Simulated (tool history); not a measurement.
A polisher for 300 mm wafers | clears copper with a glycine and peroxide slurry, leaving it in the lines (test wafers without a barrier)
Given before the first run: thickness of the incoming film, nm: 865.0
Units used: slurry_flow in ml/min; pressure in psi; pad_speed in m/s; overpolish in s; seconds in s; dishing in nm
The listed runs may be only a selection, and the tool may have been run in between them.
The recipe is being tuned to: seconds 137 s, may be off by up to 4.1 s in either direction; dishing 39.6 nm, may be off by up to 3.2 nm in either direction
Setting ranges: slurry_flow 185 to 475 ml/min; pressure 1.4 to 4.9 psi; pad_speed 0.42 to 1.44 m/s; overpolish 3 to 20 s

| run | hour | slurry_flow | pressure | pad_speed | overpolish | seconds | dishing |
|---|---|---|---|---|---|---|---|
| 1 | 0 | 305 | 3.1 | 0.92 | 10 | 158.33 | 32.385 |
| 2 | 8.3 | 305 | 3.3 | 0.92 | 10 | 151.19 | 34.577 |
| 3 | 16.8 | 305 | 3.4 | 0.92 | 10 | 148.62 | 34.68 |
| 4 | 21.1 | 305 | 2.9 | 0.92 | 10 | 166.86 | 31.316 |
| 5 | 25.4 | 305 | 3.2 | 0.92 | 10 | 155.75 | 32.123 |
| 6 | 26.6 | 305 | 3.4 | 0.92 | 10 | 145.18 | 35.695 |
| 7 | 34.7 | 305 | 3.5 | 0.92 | 10 | 142.84 | 36.351 |
| 8 | 40.9 | 305 | 3.6 | 0.92 | 10 | 140.11 | 36.661 |

Exactly one of the 5 candidate moves below puts every result within its allowed miss. Which one?
| A | 47.1 | 320 | 3.3 | 0.96 | 9 | ? | ? |
| B | 47.1 | 340 | 3.7 | 0.9 | 11 | ? | ? |
| C | 47.1 | 445 | 3.8 | 0.82 | 8 | ? | ? |
| D | 47.1 | 335 | 2.7 | 1.22 | 8 | ? | ? |
| E | 47.1 | 365 | 3.9 | 0.84 | 9 | ? | ? |

| move | seconds | dishing |
|---|---|---|
| A | 145.4 | 31.927 |
| B | 138.64 | 38.969 |
| C | 143.74 | 29.386 |
| D | 140.11 | 29.647 |
| E | 139.75 | 33.121 |
A: lands further from the targets than the last run did
B: hits every target within its allowed miss
C: lands further from the targets than the last run did
D: lands further from the targets than the last run did
E: lands further from the targets than the last run did
So the answer is move B, the one that meets all the targets.

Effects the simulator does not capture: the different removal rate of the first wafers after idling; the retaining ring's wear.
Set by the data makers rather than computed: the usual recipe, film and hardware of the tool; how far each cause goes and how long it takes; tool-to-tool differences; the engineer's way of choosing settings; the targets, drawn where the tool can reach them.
